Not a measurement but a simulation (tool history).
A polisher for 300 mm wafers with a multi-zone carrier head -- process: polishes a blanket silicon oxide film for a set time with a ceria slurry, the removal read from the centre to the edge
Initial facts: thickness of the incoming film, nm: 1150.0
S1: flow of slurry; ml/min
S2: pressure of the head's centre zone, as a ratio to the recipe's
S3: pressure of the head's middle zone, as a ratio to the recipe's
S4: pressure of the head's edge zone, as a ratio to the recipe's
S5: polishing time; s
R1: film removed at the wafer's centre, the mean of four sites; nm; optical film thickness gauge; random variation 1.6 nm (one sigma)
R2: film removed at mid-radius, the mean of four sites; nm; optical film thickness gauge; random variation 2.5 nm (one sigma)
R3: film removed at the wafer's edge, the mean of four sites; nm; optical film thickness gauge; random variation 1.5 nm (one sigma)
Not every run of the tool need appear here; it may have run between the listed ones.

| run | hour | S1 | S2 | S3 | S4 | S5 | R1 | R2 | R3 |
|---|---|---|---|---|---|---|---|---|---|
| 1 | 0.0 | 175 | 1.00 | 1.00 | 1.00 | 55 | 147.59 | 147.08 | 147.51 |
| 2 | 1.7 | 180 | 1.01 | 1.01 | 1.02 | 55 | 151.10 | 151.71 | 149.10 |
| 3 | 9.8 | 185 | 1.02 | 1.01 | 1.04 | 55 | 152.65 | 146.57 | 150.55 |
| 4 | 12.5 | 185 | 1.05 | 1.01 | 1.04 | 55 | 157.25 | 149.84 | 149.31 |
| 5 | 19.4 | 185 | 1.05 | 1.05 | 1.04 | 55 | 155.94 | 150.52 | 150.61 |
| 6 | 20.6 | 185 | 1.05 | 1.05 | 1.04 | 47 | 135.91 | 131.43 | 130.41 |

What does the tool deliver on the next run?
| 7 | 21.8 | 190 | 1.06 | 1.06 | 1.05 | 49 | ? | ? | ? |

R1: 142.53 nm
R2: 138.60 nm
R3: 132.84 nm

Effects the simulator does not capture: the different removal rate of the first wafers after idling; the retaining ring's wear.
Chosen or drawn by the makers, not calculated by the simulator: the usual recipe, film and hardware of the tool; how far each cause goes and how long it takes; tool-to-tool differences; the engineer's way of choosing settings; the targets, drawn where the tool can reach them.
